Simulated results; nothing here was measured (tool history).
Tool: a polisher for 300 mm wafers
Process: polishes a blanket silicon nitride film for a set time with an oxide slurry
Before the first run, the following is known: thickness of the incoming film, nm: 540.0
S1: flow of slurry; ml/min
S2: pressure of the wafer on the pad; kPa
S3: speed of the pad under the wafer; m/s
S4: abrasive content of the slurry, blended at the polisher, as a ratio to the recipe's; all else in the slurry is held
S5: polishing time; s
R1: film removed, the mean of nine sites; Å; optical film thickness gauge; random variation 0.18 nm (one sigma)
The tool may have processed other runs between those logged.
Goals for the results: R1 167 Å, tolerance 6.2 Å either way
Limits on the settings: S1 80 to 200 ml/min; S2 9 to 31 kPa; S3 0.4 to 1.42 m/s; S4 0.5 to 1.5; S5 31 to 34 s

run    day   S1    S2   S3  S4  S5      R1
  1      0  130    20  0.9   1  34  135.54
  2  0.296  135  20.7  0.9   1  34  145.24
  3  0.388  145  20.7  0.9   1  34  144.65
  4  0.579  145  21.4  0.9   1  34  147.69
  5  0.908  145  22.1  0.9   1  34  154.28
  6  1.154  145    20  0.9   1  34  141.34
  7  1.217  150  20.7  0.9   1  34  145.67
  8  1.512  150  21.4  0.9   1  34  147.82
  9  1.833  150  22.1  0.9   1  34   156.7

Which one of the following 5 next-run settings gets every result inside its allowed miss? There is exactly one.
  A  2.154  110  21.4  0.94   0.9  34   ?
  B  2.154  165  28.3  0.84  0.95  34   ?
  C  2.154  105  23.4  0.96   1.1  34   ?
  D  2.154  145  24.1     1   1.2  32   ?
  E  2.154  145  23.4  0.74   1.1  34   ?

move      R1
   A  141.63
   B  188.34
   C  164.99
   D  180.94
   E  146.74
A: moves away from the targets compared with the last run
B: the result that was furthest off in the last run now lies on the other side of its target
C: hits every target within its allowed miss
D: the result that was furthest off in the last run now lies on the other side of its target
E: moves away from the targets compared with the last run
C is the move that brings every result within its allowed miss.
